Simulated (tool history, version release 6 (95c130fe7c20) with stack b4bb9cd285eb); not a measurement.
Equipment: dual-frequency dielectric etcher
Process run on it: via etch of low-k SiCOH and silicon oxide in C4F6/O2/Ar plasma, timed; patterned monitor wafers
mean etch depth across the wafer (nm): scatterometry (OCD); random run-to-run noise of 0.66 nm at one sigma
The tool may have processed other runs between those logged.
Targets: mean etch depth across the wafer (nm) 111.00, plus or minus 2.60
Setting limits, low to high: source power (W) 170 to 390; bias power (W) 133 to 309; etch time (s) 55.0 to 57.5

run,hour,source power (W),bias power (W),etch time (s),mean etch depth across the wafer (nm)
1,0.0,280,221,55.0,134.59
2,7.0,280,258,55.0,146.11
3,11.6,260,258,55.0,140.15
4,18.5,240,249,55.0,129.07
5,23.8,240,249,55.0,130.29
6,24.8,230,248,55.0,125.85
7,28.8,220,247,55.0,122.15
8,34.4,210,246,55.0,117.81

5 candidate next runs follow, results not yet known. Just one meets every target within its allowed miss. Identify it.
A,40.0,220,234,57.5,?
B,40.0,180,242,57.5,?
C,40.0,190,213,57.0,?
D,40.0,180,257,55.0,?
E,40.0,230,194,55.0,?

move,mean etch depth across the wafer (nm)
A,123.70
B,105.42
C,103.78
D,104.11
E,110.29
A: its largest miss is bigger than the last run's
B: carries the result that was furthest off beyond its target, to the other side
C: carries the result that was furthest off beyond its target, to the other side
D: carries the result that was furthest off beyond its target, to the other side
E: all results in spec
Correct choice: E, which meets every target

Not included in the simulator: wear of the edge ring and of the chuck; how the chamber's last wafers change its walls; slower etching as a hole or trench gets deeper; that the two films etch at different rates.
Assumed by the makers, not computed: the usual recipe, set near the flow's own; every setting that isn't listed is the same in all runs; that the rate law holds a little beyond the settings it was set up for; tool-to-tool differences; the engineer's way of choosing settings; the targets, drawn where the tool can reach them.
